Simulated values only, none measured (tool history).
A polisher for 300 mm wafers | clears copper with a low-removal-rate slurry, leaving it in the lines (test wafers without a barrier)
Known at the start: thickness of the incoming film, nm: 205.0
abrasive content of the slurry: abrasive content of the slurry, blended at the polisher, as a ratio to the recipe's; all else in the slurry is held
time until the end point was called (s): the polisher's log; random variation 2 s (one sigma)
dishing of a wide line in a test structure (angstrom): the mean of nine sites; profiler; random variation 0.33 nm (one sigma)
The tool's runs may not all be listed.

run	hour	flow of slurry (ml/min)	pressure of the wafer on the pad (kPa)	speed of the pad under the wafer (cm/s)	abrasive content of the slurry	overpolish time after the end point (s)	time until the end point was called (s)	dishing of a wide line in a test structure (angstrom)
1	0.0	170	15.2	84	1.0	14	151.40	170.18
2	1.9	170	15.9	84	1.0	14	139.95	175.65
3	2.4	170	15.9	84	1.0	8	141.77	105.77
4	10.9	170	15.9	104	1.0	8	119.97	119.48
5	17.3	170	15.9	102	1.0	10	124.95	144.06
6	25.3	165	15.9	104	1.0	11	123.51	157.50

Forecast run 7:
7	33.2	160	15.9	104	1.0	12	?	?

{"run 7": {"time until the end point was called (s)": 122.63, "dishing of a wide line in a test structure (angstrom)": 168.78}}

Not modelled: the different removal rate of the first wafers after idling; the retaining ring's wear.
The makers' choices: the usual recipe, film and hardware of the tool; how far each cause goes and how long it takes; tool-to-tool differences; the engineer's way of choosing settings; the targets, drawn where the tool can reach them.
